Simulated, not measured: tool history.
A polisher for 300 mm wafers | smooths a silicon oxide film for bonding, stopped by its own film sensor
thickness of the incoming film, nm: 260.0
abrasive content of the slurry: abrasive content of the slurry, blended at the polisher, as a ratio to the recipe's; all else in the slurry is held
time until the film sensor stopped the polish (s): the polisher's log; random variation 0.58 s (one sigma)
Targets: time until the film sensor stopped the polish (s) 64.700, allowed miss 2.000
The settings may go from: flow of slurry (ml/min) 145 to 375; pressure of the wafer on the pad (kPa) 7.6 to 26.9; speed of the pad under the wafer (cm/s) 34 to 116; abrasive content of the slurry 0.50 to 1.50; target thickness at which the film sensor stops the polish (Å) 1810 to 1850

run,day,flow of slurry (ml/min),pressure of the wafer on the pad (kPa),speed of the pad under the wafer (cm/s),abrasive content of the slurry,target thickness at which the film sensor stops the polish (Å),time until the film sensor stopped the polish (s)
1,0.000,240,17.2,74,1.00,1850,89.449
2,0.146,240,18.6,74,1.00,1850,81.927
3,0.262,240,18.6,74,1.10,1850,80.057
4,0.596,240,19.3,74,1.10,1850,76.799
5,0.829,240,17.2,74,1.10,1850,85.260
6,1.154,240,18.6,74,1.10,1850,79.477
7,1.512,240,19.3,74,1.10,1850,76.175
8,1.833,240,20.0,74,1.10,1850,74.846
9,2.092,240,20.7,74,1.10,1850,72.852
10,2.162,240,20.7,74,1.10,1850,71.890
11,2.542,240,20.7,74,1.10,1850,72.668
12,2.896,240,21.4,74,1.10,1850,68.859
13,3.183,245,22.1,74,1.10,1850,67.381

Which of these 5 next moves meets every target?
A,3.471,245,22.8,72,1.05,1830,?
B,3.471,265,20.7,86,1.05,1810,?
C,3.471,205,22.8,68,1.10,1850,?
D,3.471,250,22.8,72,1.20,1840,?
E,3.471,220,23.4,64,1.20,1840,?

move,time until the film sensor stopped the polish (s)
A,68.911
B,67.215
C,70.606
D,64.842
E,69.917
A: further off than the last run
B: nearer than the last run, and not there yet
C: further off than the last run
D: meets every target
E: further off than the last run
The right move is D.
